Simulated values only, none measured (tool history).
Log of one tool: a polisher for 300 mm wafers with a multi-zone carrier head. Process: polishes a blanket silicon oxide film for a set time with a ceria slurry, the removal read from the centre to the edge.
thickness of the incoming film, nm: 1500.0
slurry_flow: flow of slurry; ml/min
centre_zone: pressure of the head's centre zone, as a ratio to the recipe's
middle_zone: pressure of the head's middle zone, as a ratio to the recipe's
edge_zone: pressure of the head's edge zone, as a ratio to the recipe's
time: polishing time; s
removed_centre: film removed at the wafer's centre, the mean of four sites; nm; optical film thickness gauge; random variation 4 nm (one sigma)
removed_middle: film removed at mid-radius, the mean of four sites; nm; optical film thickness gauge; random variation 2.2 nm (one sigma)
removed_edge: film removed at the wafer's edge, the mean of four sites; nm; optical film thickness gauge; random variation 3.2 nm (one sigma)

run,day,slurry_flow,centre_zone,middle_zone,edge_zone,time,removed_centre,removed_middle,removed_edge
1,0.000,240,1.00,1.00,1.00,69,410.44,420.03,429.46
2,0.358,235,0.99,0.99,0.98,68,404.30,412.15,416.19
3,0.383,230,0.97,0.98,0.97,67,377.60,403.09,413.75
4,0.521,230,0.97,1.02,0.97,67,385.21,410.38,406.58
5,0.804,225,0.96,1.01,0.96,66,375.17,405.27,395.49
6,0.888,225,0.96,1.01,0.89,66,375.00,401.24,396.34
7,1.042,220,0.96,1.00,0.89,65,365.08,397.65,381.47
8,1.375,220,0.96,1.00,0.89,65,368.87,391.39,379.63
9,1.662,215,0.95,0.99,0.89,65,366.32,389.89,373.93

Forecast run 10:
10,1.875,215,0.93,0.97,0.90,65,?,?,?

removed_centre: 351.00 nm
removed_middle: 387.05 nm
removed_edge: 382.28 nm

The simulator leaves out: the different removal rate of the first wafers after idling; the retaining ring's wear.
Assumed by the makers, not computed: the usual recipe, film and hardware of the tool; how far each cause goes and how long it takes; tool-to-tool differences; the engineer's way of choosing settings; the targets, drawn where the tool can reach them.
